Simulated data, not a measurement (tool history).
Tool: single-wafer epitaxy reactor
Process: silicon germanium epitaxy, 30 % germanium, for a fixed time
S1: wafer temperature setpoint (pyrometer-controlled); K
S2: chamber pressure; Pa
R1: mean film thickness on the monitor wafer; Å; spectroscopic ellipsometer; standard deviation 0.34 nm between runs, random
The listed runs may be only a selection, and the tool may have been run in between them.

Run 1, hour 0: S1 873.15 K, S2 2346 Pa. Result: R1 567.42 Å.
Run 2, hour 3.8: S1 877.15 K, S2 2360 Pa. Result: R1 619.21 Å.
Run 3, hour 8.4: S1 872.15 K, S2 2360 Pa. Result: R1 554.99 Å.
Run 4, hour 11.2: S1 865.15 K, S2 2360 Pa. Result: R1 480.19 Å.
Run 5, hour 17.6: S1 870.15 K, S2 2373 Pa. Result: R1 531.76 Å.
Run 6, hour 25.8: S1 874.15 K, S2 2386 Pa. Result: R1 587.74 Å.
Run 7, hour 29.3: S1 877.15 K, S2 2386 Pa. Result: R1 614.26 Å.
Run 8, hour 30.9: S1 880.15 K, S2 2386 Pa. Result: R1 656.16 Å.

Forecast run 9:
Run 9, hour 37.5: S1 882.15 K, S2 2386 Pa. Result: R1 ?.

Run 9 yielded R1 682.38 Å.
